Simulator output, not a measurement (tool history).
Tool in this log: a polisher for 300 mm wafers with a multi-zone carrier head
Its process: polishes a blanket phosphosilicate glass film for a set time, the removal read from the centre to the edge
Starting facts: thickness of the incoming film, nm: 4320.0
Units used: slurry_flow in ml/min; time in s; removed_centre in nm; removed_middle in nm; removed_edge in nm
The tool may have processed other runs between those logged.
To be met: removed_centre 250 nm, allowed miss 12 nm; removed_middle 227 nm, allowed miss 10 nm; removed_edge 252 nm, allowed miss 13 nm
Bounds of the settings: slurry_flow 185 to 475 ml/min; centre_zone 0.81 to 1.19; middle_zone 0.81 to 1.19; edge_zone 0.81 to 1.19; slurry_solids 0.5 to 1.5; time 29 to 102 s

Run 1, hour 0: slurry_flow 305 ml/min, centre_zone 1, middle_zone 1, edge_zone 1, slurry_solids 1, time 65 s. Result: removed_centre 350.89 nm, removed_middle 336.34 nm, removed_edge 348.68 nm.
Run 2, hour 3.5: slurry_flow 305 ml/min, centre_zone 0.97, middle_zone 1, edge_zone 1, slurry_solids 1, time 65 s. Result: removed_centre 335.09 nm, removed_middle 335.25 nm, removed_edge 344.62 nm.
Run 3, hour 11.2: slurry_flow 305 ml/min, centre_zone 0.97, middle_zone 1, edge_zone 1.04, slurry_solids 1, time 65 s. Result: removed_centre 344.32 nm, removed_middle 342.55 nm, removed_edge 357.22 nm.
Run 4, hour 14.7: slurry_flow 305 ml/min, centre_zone 0.97, middle_zone 0.98, edge_zone 1.02, slurry_solids 0.95, time 65 s. Result: removed_centre 331.45 nm, removed_middle 331.15 nm, removed_edge 337.84 nm.
Run 5, hour 21.9: slurry_flow 295 ml/min, centre_zone 0.97, middle_zone 0.96, edge_zone 1.04, slurry_solids 0.9, time 63 s. Result: removed_centre 313.31 nm, removed_middle 311.39 nm, removed_edge 327.23 nm.
Run 6, hour 28.3: slurry_flow 295 ml/min, centre_zone 0.93, middle_zone 0.96, edge_zone 1.04, slurry_solids 0.9, time 63 s. Result: removed_centre 302.06 nm, removed_middle 315.72 nm, removed_edge 319.22 nm.
Run 7, hour 35.3: slurry_flow 295 ml/min, centre_zone 0.94, middle_zone 0.94, edge_zone 1.05, slurry_solids 0.85, time 62 s. Result: removed_centre 287.6 nm, removed_middle 292.72 nm, removed_edge 313.55 nm.
Run 8, hour 42.3: slurry_flow 295 ml/min, centre_zone 0.95, middle_zone 0.93, edge_zone 1.03, slurry_solids 0.8, time 62 s. Result: removed_centre 282.41 nm, removed_middle 279.79 nm, removed_edge 297.91 nm.
Run 9, hour 49.1: slurry_flow 295 ml/min, centre_zone 0.95, middle_zone 0.92, edge_zone 1.02, slurry_solids 0.8, time 62 s. Result: removed_centre 289.53 nm, removed_middle 280.27 nm, removed_edge 303.4 nm.
Run 10, hour 56.5: slurry_flow 295 ml/min, centre_zone 0.95, middle_zone 0.91, edge_zone 1.01, slurry_solids 0.75, time 62 s. Result: removed_centre 275.54 nm, removed_middle 265.65 nm, removed_edge 286.48 nm.
Run 11, hour 61.4: slurry_flow 295 ml/min, centre_zone 0.95, middle_zone 0.9, edge_zone 1, slurry_solids 0.75, time 62 s. Result: removed_centre 273.42 nm, removed_middle 271.75 nm, removed_edge 294.69 nm.
Run 12, hour 68.6: slurry_flow 295 ml/min, centre_zone 0.96, middle_zone 0.9, edge_zone 1, slurry_solids 0.7, time 62 s. Result: removed_centre 260.15 nm, removed_middle 248.12 nm, removed_edge 275.11 nm.
Run 13, hour 75.7: slurry_flow 295 ml/min, centre_zone 0.97, middle_zone 0.9, edge_zone 0.99, slurry_solids 0.7, time 62 s. Result: removed_centre 271.73 nm, removed_middle 256.2 nm, removed_edge 278.43 nm.
Run 14, hour 78.7: slurry_flow 295 ml/min, centre_zone 0.97, middle_zone 0.89, edge_zone 0.98, slurry_solids 0.7, time 62 s. Result: removed_centre 266.47 nm, removed_middle 243.43 nm, removed_edge 273.12 nm.
Run 15, hour 84.8: slurry_flow 295 ml/min, centre_zone 0.97, middle_zone 0.89, edge_zone 0.97, slurry_solids 0.7, time 62 s. Result: removed_centre 274.6 nm, removed_middle 249.86 nm, removed_edge 272.5 nm.
Run 16, hour 92: slurry_flow 295 ml/min, centre_zone 0.97, middle_zone 0.88, edge_zone 0.97, slurry_solids 0.7, time 62 s. Result: removed_centre 266.29 nm, removed_middle 252.1 nm, removed_edge 274.02 nm.
Run 17, hour 92.6: slurry_flow 295 ml/min, centre_zone 1, middle_zone 0.83, edge_zone 0.94, slurry_solids 0.55, time 61 s. Result: removed_centre 224.59 nm, removed_middle 205.48 nm, removed_edge 226.64 nm.
Run 18, hour 98.2: slurry_flow 295 ml/min, centre_zone 1, middle_zone 0.83, edge_zone 0.95, slurry_solids 0.55, time 61 s. Result: removed_centre 230.01 nm, removed_middle 198.94 nm, removed_edge 223.64 nm.
Run 19, hour 100.9: slurry_flow 295 ml/min, centre_zone 0.96, middle_zone 0.87, edge_zone 0.98, slurry_solids 0.8, time 62 s. Result: removed_centre 288.31 nm, removed_middle 264.38 nm, removed_edge 304.75 nm.
Run 20, hour 101.9: slurry_flow 295 ml/min, centre_zone 0.96, middle_zone 0.87, edge_zone 0.98, slurry_solids 0.75, time 62 s. Result: removed_centre 272.53 nm, removed_middle 257.4 nm, removed_edge 289.34 nm.
Run 21, hour 103.7: slurry_flow 295 ml/min, centre_zone 0.98, middle_zone 0.87, edge_zone 0.98, slurry_solids 0.7, time 62 s. Result: removed_centre 265.33 nm, removed_middle 246.79 nm, removed_edge 279.87 nm.

Of the 5 settings listed for the next run, only one would bring every result within its allowed miss of target. Which one?
Run A, hour 105.5: slurry_flow 270 ml/min, centre_zone 0.87, middle_zone 1, edge_zone 1.02, slurry_solids 0.7, time 62 s. Result: removed_centre ?, removed_middle ?, removed_edge ?.
Run B, hour 105.5: slurry_flow 320 ml/min, centre_zone 0.92, middle_zone 0.81, edge_zone 1.12, slurry_solids 0.8, time 61 s. Result: removed_centre ?, removed_middle ?, removed_edge ?.
Run C, hour 105.5: slurry_flow 310 ml/min, centre_zone 0.95, middle_zone 1.01, edge_zone 0.91, slurry_solids 0.65, time 64 s. Result: removed_centre ?, removed_middle ?, removed_edge ?.
Run D, hour 105.5: slurry_flow 285 ml/min, centre_zone 1.02, middle_zone 0.93, edge_zone 1.11, slurry_solids 0.6, time 60 s. Result: removed_centre ?, removed_middle ?, removed_edge ?.
Run E, hour 105.5: slurry_flow 360 ml/min, centre_zone 0.92, middle_zone 1.19, edge_zone 0.96, slurry_solids 0.55, time 67 s. Result: removed_centre ?, removed_middle ?, removed_edge ?.

move  removed_centre  removed_middle  removed_edge
   A          243.01          267.11        279.69
   B          275.99          253.66        313.93
   C          263.05          269.39        266.91
   D           246.7          225.66        256.33
   E          244.46          286.22        258.39
A: further off than the last run
B: further off than the last run
C: further off than the last run
D: in spec on every target
E: the furthest-off result lands on target, but another misses its tolerance
The right move is D.

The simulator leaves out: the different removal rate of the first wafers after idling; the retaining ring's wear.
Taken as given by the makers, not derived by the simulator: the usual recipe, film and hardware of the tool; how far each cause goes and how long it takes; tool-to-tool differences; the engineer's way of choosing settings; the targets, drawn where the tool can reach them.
